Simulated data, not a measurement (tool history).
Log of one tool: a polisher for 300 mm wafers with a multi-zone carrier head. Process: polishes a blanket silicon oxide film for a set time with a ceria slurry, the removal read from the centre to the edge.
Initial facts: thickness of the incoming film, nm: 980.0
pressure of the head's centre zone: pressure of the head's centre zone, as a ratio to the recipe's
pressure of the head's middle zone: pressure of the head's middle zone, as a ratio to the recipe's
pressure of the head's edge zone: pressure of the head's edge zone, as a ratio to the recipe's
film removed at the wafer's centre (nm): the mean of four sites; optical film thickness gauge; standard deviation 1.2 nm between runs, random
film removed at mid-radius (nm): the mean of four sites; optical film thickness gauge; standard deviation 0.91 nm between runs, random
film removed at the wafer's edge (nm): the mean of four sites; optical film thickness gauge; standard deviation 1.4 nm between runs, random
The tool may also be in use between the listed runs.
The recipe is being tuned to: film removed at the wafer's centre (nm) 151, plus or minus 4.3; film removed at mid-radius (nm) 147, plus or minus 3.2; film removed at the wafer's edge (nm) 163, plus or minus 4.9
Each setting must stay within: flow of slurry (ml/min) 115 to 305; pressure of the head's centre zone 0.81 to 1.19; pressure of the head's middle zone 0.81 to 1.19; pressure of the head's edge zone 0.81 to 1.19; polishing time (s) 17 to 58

| run | hour | flow of slurry (ml/min) | pressure of the head's centre zone | pressure of the head's middle zone | pressure of the head's edge zone | polishing time (s) | film removed at the wafer's centre (nm) | film removed at mid-radius (nm) | film removed at the wafer's edge (nm) |
|---|---|---|---|---|---|---|---|---|---|
| 1 | 0 | 195 | 1 | 1 | 1 | 37 | 180.67 | 185.33 | 171.15 |
| 2 | 4.1 | 175 | 0.97 | 0.94 | 1 | 37 | 169.02 | 174.04 | 165.63 |
| 3 | 11.3 | 175 | 0.97 | 0.94 | 1.06 | 37 | 172.85 | 171.37 | 173.47 |
| 4 | 20.2 | 175 | 0.97 | 0.94 | 1.06 | 29 | 136.14 | 137.76 | 134.29 |
| 5 | 23.3 | 145 | 0.97 | 0.94 | 1.06 | 29 | 130.58 | 134.03 | 132.14 |
| 6 | 24.2 | 145 | 0.97 | 0.9 | 1.06 | 29 | 131.85 | 128.39 | 131.48 |
| 7 | 26.1 | 175 | 0.95 | 0.9 | 1.1 | 30 | 139.36 | 136.72 | 142.78 |
| 8 | 27.6 | 195 | 0.94 | 0.9 | 1.13 | 30 | 138.1 | 136.96 | 145.91 |
| 9 | 31.7 | 215 | 0.94 | 0.9 | 1.15 | 30 | 137.93 | 138.75 | 147.78 |
|  | 34.5 | edge zone pressure recalibrated |
| 10 | 34.5 | 225 | 0.94 | 0.89 | 1.16 | 31 | 144.74 | 143.71 | 161.77 |
| 11 | 43.4 | 230 | 0.95 | 0.89 | 1.15 | 31 | 146.18 | 141.81 | 160.08 |

Which single option among these 5 for the next run brings every result within its allowed miss of target? Just one does.
| A | 52.3 | 275 | 0.94 | 0.86 | 1.09 | 32 | ? | ? | ? |
| B | 52.3 | 210 | 1.05 | 0.88 | 1.11 | 30 | ? | ? | ? |
| C | 52.3 | 140 | 0.98 | 0.92 | 1.13 | 31 | ? | ? | ? |
| D | 52.3 | 210 | 0.94 | 0.87 | 1.17 | 31 | ? | ? | ? |
| E | 52.3 | 245 | 1.01 | 0.89 | 1.14 | 30 | ? | ? | ? |

| move | film removed at the wafer's centre (nm) | film removed at mid-radius (nm) | film removed at the wafer's edge (nm) |
|---|---|---|---|
| A | 153.98 | 147.45 | 163.5 |
| B | 156.6 | 137.02 | 151.54 |
| C | 142.99 | 139.97 | 152.43 |
| D | 144.74 | 140.32 | 160.92 |
| E | 153.32 | 140.57 | 155.46 |
A: all results land within tolerance of their targets
B: misses by more than the last run did
C: misses by more than the last run did
D: misses by more than the last run did
E: misses by more than the last run did
Move A is the one to make.
